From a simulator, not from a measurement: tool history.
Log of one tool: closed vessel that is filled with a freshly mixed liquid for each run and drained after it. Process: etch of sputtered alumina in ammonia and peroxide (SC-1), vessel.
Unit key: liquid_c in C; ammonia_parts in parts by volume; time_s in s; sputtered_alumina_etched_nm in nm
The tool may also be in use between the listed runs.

run	hour	liquid_c	ammonia_parts	time_s	sputtered_alumina_etched_nm
1	0.0	50.0	0.50	140	6.5174
2	8.9	56.5	0.50	140	9.3089
3	14.3	54.0	0.50	140	8.2242
4	18.1	61.0	0.50	140	11.6290
5	24.9	58.5	0.50	140	10.4340
6	26.8	58.5	0.65	140	10.5630
7	34.0	57.0	0.65	140	9.8284

Run 8 has not been measured yet. What should we expect?
8	41.2	57.0	0.65	140	?

Run 8 yielded sputtered_alumina_etched_nm 9.5558 nm.
